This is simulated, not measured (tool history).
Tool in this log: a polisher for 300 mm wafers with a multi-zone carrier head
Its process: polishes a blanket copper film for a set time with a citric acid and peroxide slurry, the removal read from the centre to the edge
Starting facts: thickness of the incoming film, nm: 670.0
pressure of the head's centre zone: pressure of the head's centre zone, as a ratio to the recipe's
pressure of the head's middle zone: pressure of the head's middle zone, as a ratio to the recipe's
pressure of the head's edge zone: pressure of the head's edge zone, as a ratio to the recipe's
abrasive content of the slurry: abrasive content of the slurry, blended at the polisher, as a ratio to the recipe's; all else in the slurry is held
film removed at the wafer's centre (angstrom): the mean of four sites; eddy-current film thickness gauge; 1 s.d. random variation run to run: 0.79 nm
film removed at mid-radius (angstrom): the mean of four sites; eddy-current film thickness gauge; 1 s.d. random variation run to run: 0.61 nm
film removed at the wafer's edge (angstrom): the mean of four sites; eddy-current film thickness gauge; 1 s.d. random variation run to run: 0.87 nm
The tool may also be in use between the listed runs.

run  hour  flow of slurry (ml/min)  pressure of the head's centre zone  pressure of the head's middle zone  pressure of the head's edge zone  abrasive content of the slurry  polishing time (s)  film removed at the wafer's centre (angstrom)  film removed at mid-radius (angstrom)  film removed at the wafer's edge (angstrom)
  1     0                      125                                   1                                   1                                 1                               1                  48                                         1482.4                                 1633.8                                       1611.2
  2   2.9                      125                                   1                                   1                                 1                             0.9                  48                                         1459.9                                 1614.9                                       1605.1
  3   7.7                      120                                0.99                                0.98                                 1                            0.85                  45                                         1327.2                                 1440.5                                       1477.5
  4  11.1                      120                                0.99                                0.98                                 1                             0.7                  45                                         1267.1                                 1405.2                                         1414
  5  18.7                      120                                0.99                                0.98                                 1                            0.85                  45                                         1284.8                                 1467.7                                       1486.8
     23.1  -- centre zone pressure recalibrated
  6  23.1                      120                                0.99                                0.98                                 1                            0.85                  50                                         1640.6                                 1661.1                                       1649.8

The next listed run, before its measurement:
  7  29.1                      115                                   1                                0.96                              0.99                             0.8                  47                                              ?                                      ?                                            ?

film removed at the wafer's centre (angstrom): 1515.3
film removed at mid-radius (angstrom): 1498.4
film removed at the wafer's edge (angstrom): 1476.7
